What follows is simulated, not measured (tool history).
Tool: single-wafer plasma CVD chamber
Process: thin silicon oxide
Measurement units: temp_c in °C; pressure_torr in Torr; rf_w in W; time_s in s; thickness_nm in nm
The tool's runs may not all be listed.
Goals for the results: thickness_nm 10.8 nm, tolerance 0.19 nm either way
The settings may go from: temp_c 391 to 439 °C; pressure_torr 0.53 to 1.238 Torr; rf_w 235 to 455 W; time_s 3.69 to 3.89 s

run 1 day=0 | temp_c=415 pressure_torr=0.884 rf_w=345 time_s=3.89 | thickness_nm=8.9994
run 2 day=0.083 | temp_c=415 pressure_torr=0.884 rf_w=345 time_s=3.89 | thickness_nm=8.9977
run 3 day=0.417 | temp_c=415 pressure_torr=0.884 rf_w=315 time_s=3.89 | thickness_nm=8.6938
run 4 day=0.575 | temp_c=424 pressure_torr=0.884 rf_w=315 time_s=3.89 | thickness_nm=8.7001
run 5 day=0.6 | temp_c=424 pressure_torr=0.956 rf_w=315 time_s=3.89 | thickness_nm=9.3861
run 6 day=0.821 | temp_c=424 pressure_torr=1 rf_w=315 time_s=3.89 | thickness_nm=9.67
run 7 day=1.025 | temp_c=424 pressure_torr=1.04 rf_w=315 time_s=3.89 | thickness_nm=9.9951
run 8 day=1.279 | temp_c=424 pressure_torr=1.069 rf_w=315 time_s=3.89 | thickness_nm=10.204
run 9 day=1.588 | temp_c=424 pressure_torr=1.091 rf_w=315 time_s=3.89 | thickness_nm=10.339
run 10 day=1.683 | temp_c=424 pressure_torr=1.109 rf_w=315 time_s=3.89 | thickness_nm=10.589
run 11 day=2.004 | temp_c=424 pressure_torr=1.116 rf_w=315 time_s=3.89 | thickness_nm=10.533

Pick the move, out of 4, that brings all results within their allowed miss; only one does.
run A day=2.325 | temp_c=413 pressure_torr=1.137 rf_w=320 time_s=3.72 | thickness_nm=?
run B day=2.325 | temp_c=418 pressure_torr=1.07 rf_w=320 time_s=3.89 | thickness_nm=?
run C day=2.325 | temp_c=422 pressure_torr=1.082 rf_w=305 time_s=3.85 | thickness_nm=?
run D day=2.325 | temp_c=431 pressure_torr=1.131 rf_w=325 time_s=3.89 | thickness_nm=?

move=A thickness_nm=10.314
move=B thickness_nm=10.28
move=C thickness_nm=10.068
move=D thickness_nm=10.69
A: misses by more than the last run did
B: misses by more than the last run did
C: misses by more than the last run did
D: all results in spec
D is the move that brings every result within its allowed miss.

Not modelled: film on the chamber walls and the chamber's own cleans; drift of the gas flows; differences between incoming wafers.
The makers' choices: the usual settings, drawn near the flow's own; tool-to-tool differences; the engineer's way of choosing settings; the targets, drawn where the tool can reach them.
